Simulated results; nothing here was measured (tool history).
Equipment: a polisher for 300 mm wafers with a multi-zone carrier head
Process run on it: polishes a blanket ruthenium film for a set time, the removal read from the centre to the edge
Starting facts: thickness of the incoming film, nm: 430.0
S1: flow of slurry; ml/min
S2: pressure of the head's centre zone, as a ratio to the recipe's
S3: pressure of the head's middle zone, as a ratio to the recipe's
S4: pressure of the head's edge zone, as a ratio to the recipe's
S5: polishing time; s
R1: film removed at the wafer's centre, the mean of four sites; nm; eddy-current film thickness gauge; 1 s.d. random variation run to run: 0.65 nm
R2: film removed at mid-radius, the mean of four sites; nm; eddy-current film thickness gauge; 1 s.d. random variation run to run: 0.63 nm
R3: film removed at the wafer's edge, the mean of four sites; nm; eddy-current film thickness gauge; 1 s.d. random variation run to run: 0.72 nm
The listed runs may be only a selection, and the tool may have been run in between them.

run 1 day=0 | S1=175 S2=1 S3=1 S4=1 S5=38 | R1=40.285 R2=39.481 R3=41.646
run 2 day=0.242 | S1=180 S2=1 S3=1.03 S4=1.02 S5=39 | R1=42.862 R2=43.735 R3=43.018
run 3 day=0.508 | S1=180 S2=1 S3=1.09 S4=1.02 S5=39 | R1=42.184 R2=44.413 R3=43.01
run 4 day=0.617 | S1=185 S2=1 S3=1.09 S4=1.05 S5=40 | R1=43.787 R2=46.267 R3=44.45
run 5 day=0.921 | S1=185 S2=0.99 S3=1.08 S4=1.06 S5=41 | R1=44.039 R2=46.779 R3=45.895
run 6 day=1.238 | S1=185 S2=0.99 S3=1.15 S4=1.06 S5=41 | R1=45.024 R2=48.529 R3=44.341
run 7 day=1.338 | S1=190 S2=0.99 S3=1.14 S4=1.08 S5=42 | R1=45.816 R2=49.873 R3=47.919

Expected results for the next run?
run 8 day=1.517 | S1=195 S2=0.99 S3=1.14 S4=1.09 S5=42 | R1=? R2=? R3=?

Run 8 came out at R1 45.305 nm, R2 50.125 nm, R3 48.766 nm.

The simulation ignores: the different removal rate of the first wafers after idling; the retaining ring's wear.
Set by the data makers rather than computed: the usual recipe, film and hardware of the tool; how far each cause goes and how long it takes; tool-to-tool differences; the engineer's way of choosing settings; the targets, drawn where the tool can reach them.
